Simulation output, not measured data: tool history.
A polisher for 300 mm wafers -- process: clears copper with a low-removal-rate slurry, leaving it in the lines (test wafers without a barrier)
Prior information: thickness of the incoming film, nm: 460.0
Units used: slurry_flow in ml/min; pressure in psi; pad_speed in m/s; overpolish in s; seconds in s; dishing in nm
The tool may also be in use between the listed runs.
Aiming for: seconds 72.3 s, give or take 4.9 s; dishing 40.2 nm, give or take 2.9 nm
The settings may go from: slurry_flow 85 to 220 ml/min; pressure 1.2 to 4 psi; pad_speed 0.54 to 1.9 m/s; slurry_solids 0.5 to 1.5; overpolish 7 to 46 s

Run 1, hour 0: slurry_flow 140 ml/min, pressure 2.6 psi, pad_speed 1.22 m/s, slurry_solids 1, overpolish 24 s. Result: seconds 115.81 s, dishing 46.133 nm.
Run 2, hour 4.1: slurry_flow 140 ml/min, pressure 2.7 psi, pad_speed 1.24 m/s, slurry_solids 1, overpolish 22 s. Result: seconds 112.64 s, dishing 45.202 nm.
Run 3, hour 8.9: slurry_flow 140 ml/min, pressure 2.8 psi, pad_speed 1.28 m/s, slurry_solids 1, overpolish 20 s. Result: seconds 103.9 s, dishing 42.053 nm.
Run 4, hour 16.2: slurry_flow 175 ml/min, pressure 2.8 psi, pad_speed 1.28 m/s, slurry_solids 1, overpolish 20 s. Result: seconds 100.99 s, dishing 44.19 nm.
Run 5, hour 18: slurry_flow 175 ml/min, pressure 2.9 psi, pad_speed 1.28 m/s, slurry_solids 1, overpolish 19 s. Result: seconds 99.295 s, dishing 43.958 nm.
Run 6, hour 21.4: slurry_flow 140 ml/min, pressure 2.9 psi, pad_speed 1.28 m/s, slurry_solids 1, overpolish 19 s. Result: seconds 100.51 s, dishing 42.204 nm.
Run 7, hour 23.1: slurry_flow 140 ml/min, pressure 3 psi, pad_speed 1.28 m/s, slurry_solids 1, overpolish 18 s. Result: seconds 101.28 s, dishing 41.536 nm.
Run 8, hour 25.3: slurry_flow 140 ml/min, pressure 3.1 psi, pad_speed 1.3 m/s, slurry_solids 1, overpolish 17 s. Result: seconds 91.758 s, dishing 44.037 nm.
Run 9, hour 27.7: slurry_flow 145 ml/min, pressure 3.5 psi, pad_speed 1.36 m/s, slurry_solids 1, overpolish 7 s. Result: seconds 79.49 s, dishing 25.346 nm.
Run 10, hour 35.6: slurry_flow 145 ml/min, pressure 3.5 psi, pad_speed 1.36 m/s, slurry_solids 1, overpolish 8 s. Result: seconds 79.146 s, dishing 26.842 nm.
Run 11, hour 38.7: slurry_flow 145 ml/min, pressure 3.5 psi, pad_speed 1.36 m/s, slurry_solids 1, overpolish 9 s. Result: seconds 79.302 s, dishing 30.228 nm.
Run 12, hour 42.8: slurry_flow 145 ml/min, pressure 3.7 psi, pad_speed 1.36 m/s, slurry_solids 1, overpolish 11 s. Result: seconds 77.809 s, dishing 38.379 nm.

Below are 5 possible settings for the next run. Only one of them brings all results inside the allowed miss of their targets. Which is it?
Run A, hour 46.9: slurry_flow 155 ml/min, pressure 3.5 psi, pad_speed 1.26 m/s, slurry_solids 1.05, overpolish 13 s. Result: seconds ?, dishing ?.
Run B, hour 46.9: slurry_flow 130 ml/min, pressure 4 psi, pad_speed 1.5 m/s, slurry_solids 0.9, overpolish 9 s. Result: seconds ?, dishing ?.
Run C, hour 46.9: slurry_flow 150 ml/min, pressure 3.8 psi, pad_speed 1.38 m/s, slurry_solids 1, overpolish 12 s. Result: seconds ?, dishing ?.
Run D, hour 46.9: slurry_flow 145 ml/min, pressure 3.8 psi, pad_speed 1.2 m/s, slurry_solids 0.9, overpolish 13 s. Result: seconds ?, dishing ?.
Run E, hour 46.9: slurry_flow 175 ml/min, pressure 3.9 psi, pad_speed 1.1 m/s, slurry_solids 0.85, overpolish 14 s. Result: seconds ?, dishing ?.

move  seconds  dishing
   A   81.984   39.892
   B   65.647    36.13
   C   70.866   42.008
   D   82.633   39.871
   E   85.227   41.185
A: the biggest miss grows against the last run
B: takes the biggest miss from the last run beyond its target
C: meets every target
D: the biggest miss grows against the last run
E: the biggest miss grows against the last run
Go with C: it meets all targets.

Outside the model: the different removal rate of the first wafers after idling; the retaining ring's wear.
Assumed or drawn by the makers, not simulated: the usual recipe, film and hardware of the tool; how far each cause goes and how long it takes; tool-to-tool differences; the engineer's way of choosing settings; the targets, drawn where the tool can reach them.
